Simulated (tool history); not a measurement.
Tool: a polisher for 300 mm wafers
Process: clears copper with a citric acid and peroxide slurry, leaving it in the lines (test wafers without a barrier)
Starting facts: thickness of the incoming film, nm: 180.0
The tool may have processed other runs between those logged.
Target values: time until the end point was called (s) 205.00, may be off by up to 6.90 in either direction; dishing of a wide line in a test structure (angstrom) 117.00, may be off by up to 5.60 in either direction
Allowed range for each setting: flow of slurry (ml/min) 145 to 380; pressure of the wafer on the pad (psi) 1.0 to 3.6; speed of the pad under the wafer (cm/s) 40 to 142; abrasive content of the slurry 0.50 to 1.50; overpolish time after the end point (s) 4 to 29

run,hour,flow of slurry (ml/min),pressure of the wafer on the pad (psi),speed of the pad under the wafer (cm/s),abrasive content of the slurry,overpolish time after the end point (s),time until the end point was called (s),dishing of a wide line in a test structure (angstrom)
1,0.0,245,2.3,90,1.00,15,105.47,186.20
2,5.5,240,2.0,88,1.00,16,123.86,166.35
3,9.9,235,1.8,86,1.00,17,140.17,158.45
4,16.0,235,2.0,86,1.00,17,126.34,172.22
5,19.6,230,1.8,86,1.00,17,141.49,158.19
6,26.1,230,2.2,86,1.00,17,115.54,191.01
7,27.9,230,1.9,86,1.00,17,134.21,165.73
8,29.8,225,1.7,86,1.00,17,147.79,148.65

Below are 4 possible settings for the next run. Only one of them brings all results inside the allowed miss of their targets. Which is it?
A,31.7,210,1.4,82,0.65,18,?,?
B,31.7,150,1.4,92,1.00,17,?,?
C,31.7,290,1.1,78,1.00,25,?,?
D,31.7,235,1.6,82,0.55,16,?,?

move,time until the end point was called (s),dishing of a wide line in a test structure (angstrom)
A,204.03,116.82
B,180.62,124.11
C,239.31,135.79
D,181.80,116.96
A: all results in spec
B: nearer than the last run, and not there yet
C: moves the result that the last run missed by most past its target, out the other side
D: nearer than the last run, and not there yet
Go with A: it meets all targets.

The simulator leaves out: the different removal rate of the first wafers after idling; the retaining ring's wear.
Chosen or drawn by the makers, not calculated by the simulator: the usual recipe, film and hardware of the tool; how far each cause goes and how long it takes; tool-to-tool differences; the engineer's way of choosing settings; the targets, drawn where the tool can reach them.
